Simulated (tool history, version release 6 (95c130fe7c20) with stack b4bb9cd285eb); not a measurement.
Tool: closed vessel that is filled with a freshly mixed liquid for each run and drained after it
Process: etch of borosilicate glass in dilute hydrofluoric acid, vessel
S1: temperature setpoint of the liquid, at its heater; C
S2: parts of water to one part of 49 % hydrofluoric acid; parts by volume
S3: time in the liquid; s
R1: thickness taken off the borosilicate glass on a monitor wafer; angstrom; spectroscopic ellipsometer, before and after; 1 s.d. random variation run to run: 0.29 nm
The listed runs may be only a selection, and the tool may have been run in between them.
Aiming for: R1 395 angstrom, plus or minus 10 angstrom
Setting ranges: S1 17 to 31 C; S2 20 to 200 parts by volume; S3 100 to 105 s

run,hour,S1,S2,S3,R1
1,0,23,110,100,204.35
2,1.2,25.5,100,100,250.99
3,8.8,27,90,100,298.06
4,16.5,24.5,90,100,274.05
5,17.7,26.5,85,100,317.07
6,21.3,28,85,100,332.99
7,24.5,29,85,100,348.58
8,32,29.5,85,100,356.25

5 candidate next runs follow, results not yet known. Just one meets every target within its allowed miss. Identify it.
A,39.5,27,70,100,?
B,39.5,29,85,105,?
C,39.5,28.5,70,100,?
D,39.5,31,80,105,?
E,39.5,30,90,100,?

move,R1
A,394.03
B,360.65
C,417.93
D,416.54
E,334.59
A: all results land within tolerance of their targets
B: an improvement on the last run, though not all results are within tolerance
C: carries the result that was furthest off beyond its target, to the other side
D: carries the result that was furthest off beyond its target, to the other side
E: moves away from the targets compared with the last run
A is the move that brings every result within its allowed miss.

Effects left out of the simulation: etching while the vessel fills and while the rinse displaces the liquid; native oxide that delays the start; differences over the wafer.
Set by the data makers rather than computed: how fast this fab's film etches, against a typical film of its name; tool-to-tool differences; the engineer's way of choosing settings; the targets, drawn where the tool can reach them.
